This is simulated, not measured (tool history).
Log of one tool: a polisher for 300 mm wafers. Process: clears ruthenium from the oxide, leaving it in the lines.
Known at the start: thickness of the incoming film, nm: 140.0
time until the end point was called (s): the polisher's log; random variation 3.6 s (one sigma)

run,hour,flow of slurry (ml/min),pressure of the wafer on the pad (kPa),speed of the pad under the wafer (m/s),overpolish time after the end point (s),time until the end point was called (s)
1,0.0,155,13.1,1.10,12,122.81
2,5.3,145,11.0,0.92,12,170.53
3,11.6,180,11.0,0.92,12,164.01
4,16.0,180,11.0,0.72,12,209.58
# hour 22.9: worn pad replaced by a new one
5,22.9,175,9.7,0.66,12,241.15
6,26.3,145,9.7,0.66,12,247.47
7,30.9,145,8.3,0.62,12,300.24

Run 8 comes next. What will it give?
8,38.0,140,7.6,0.62,12,?

Run 8 gave time until the end point was called (s) 326.10.

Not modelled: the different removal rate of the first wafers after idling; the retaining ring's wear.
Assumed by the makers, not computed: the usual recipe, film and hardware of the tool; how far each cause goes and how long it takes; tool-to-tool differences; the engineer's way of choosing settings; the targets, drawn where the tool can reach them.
